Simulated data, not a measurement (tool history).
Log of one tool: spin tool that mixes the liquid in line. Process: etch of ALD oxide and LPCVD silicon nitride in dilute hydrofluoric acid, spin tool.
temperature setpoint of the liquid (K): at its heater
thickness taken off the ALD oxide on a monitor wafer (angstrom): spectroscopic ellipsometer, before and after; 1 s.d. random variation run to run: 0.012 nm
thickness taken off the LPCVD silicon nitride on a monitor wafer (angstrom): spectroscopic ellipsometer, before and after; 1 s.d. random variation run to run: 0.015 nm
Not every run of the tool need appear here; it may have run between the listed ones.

run    day  temperature setpoint of the liquid (K)  parts of water to one part of 49 % hydrofluoric acid (parts by volume)  time under the liquid (s)  thickness taken off the ALD oxide on a monitor wafer (angstrom)  thickness taken off the LPCVD silicon nitride on a monitor wafer (angstrom)
  1  0.000                                  293.15                                                                     245                         55                                                           46.339                                                                      1.29230
  2  0.108                                  293.15                                                                     245                         70                                                           59.560                                                                      0.26521
  3  0.175                                  293.15                                                                     300                         70                                                           46.007                                                                      0.99825
  4  0.212                                  292.15                                                                     335                         70                                                           38.659                                                                      1.23660
  5  0.300                                  291.65                                                                     360                         70                                                           34.686                                                                      0.51191
  6  0.375                                  291.65                                                                     300                         70                                                           43.977                                                                      0.99898
  7  0.492                                  291.65                                                                     340                         65                                                           34.832                                                                      0.45330
  8  0.854                                  291.65                                                                     365                         60                                                           29.068                                                                      0.66366
  9  0.925                                  291.15                                                                     385                         60                                                           26.725                                                                      0.64179
 10  1.158                                  290.65                                                                     400                         60                                                           25.103                                                                      0.48080
 11  1.508                                  290.65                                                                     410                         60                                                           24.092                                                                      0.62815
 12  1.850                                  290.65                                                                     410                         60                                                           24.298                                                                      0.46806
 13  2.225                                  290.65                                                                     415                         60                                                           23.990                                                                      0.56573
 14  2.375                                  290.65                                                                     420                         60                                                           23.720                                                                      0.30984

What does the tool deliver on the next run?
 15  2.733                                  290.65                                                                     425                         60                                                                ?                                                                            ?

thickness taken off the ALD oxide on a monitor wafer (angstrom): 23.286
thickness taken off the LPCVD silicon nitride on a monitor wafer (angstrom): 0.39895
